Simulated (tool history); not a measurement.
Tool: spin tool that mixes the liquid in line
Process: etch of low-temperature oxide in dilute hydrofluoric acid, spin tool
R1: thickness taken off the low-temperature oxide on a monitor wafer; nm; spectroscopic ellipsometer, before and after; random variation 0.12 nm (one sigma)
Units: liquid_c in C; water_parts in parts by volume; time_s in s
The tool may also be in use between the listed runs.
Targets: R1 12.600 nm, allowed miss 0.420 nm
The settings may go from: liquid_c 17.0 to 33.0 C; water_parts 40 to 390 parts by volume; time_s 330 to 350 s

run 1 hour=0.0 | liquid_c=25.0 water_parts=215 time_s=330 | R1=20.047
run 2 hour=1.8 | liquid_c=28.0 water_parts=215 time_s=330 | R1=22.658
run 3 hour=9.1 | liquid_c=26.0 water_parts=220 time_s=330 | R1=20.611
run 4 hour=15.8 | liquid_c=24.5 water_parts=225 time_s=330 | R1=18.792
run 5 hour=19.4 | liquid_c=23.5 water_parts=230 time_s=330 | R1=17.607
run 6 hour=24.2 | liquid_c=22.5 water_parts=235 time_s=330 | R1=16.605
run 7 hour=25.1 | liquid_c=21.5 water_parts=240 time_s=330 | R1=15.382
run 8 hour=27.2 | liquid_c=21.0 water_parts=240 time_s=330 | R1=15.283
run 9 hour=30.1 | liquid_c=20.5 water_parts=240 time_s=330 | R1=14.940
run 10 hour=36.8 | liquid_c=20.0 water_parts=240 time_s=330 | R1=14.780
run 11 hour=37.6 | liquid_c=19.5 water_parts=240 time_s=330 | R1=14.235
run 12 hour=45.0 | liquid_c=19.0 water_parts=240 time_s=330 | R1=14.268
run 13 hour=48.7 | liquid_c=18.5 water_parts=240 time_s=330 | R1=13.990

5 next moves are on the table. One of them brings every result within its allowed miss. Which?
run A hour=52.4 | liquid_c=18.0 water_parts=225 time_s=340 | R1=?
run B hour=52.4 | liquid_c=19.0 water_parts=230 time_s=330 | R1=?
run C hour=52.4 | liquid_c=24.5 water_parts=255 time_s=340 | R1=?
run D hour=52.4 | liquid_c=18.0 water_parts=260 time_s=340 | R1=?
run E hour=52.4 | liquid_c=20.5 water_parts=235 time_s=330 | R1=?

move=A R1=15.285
move=B R1=15.015
move=C R1=16.683
move=D R1=12.818
move=E R1=15.484
A: further off than the last run
B: further off than the last run
C: further off than the last run
D: meets every target
E: further off than the last run
The right move is D.
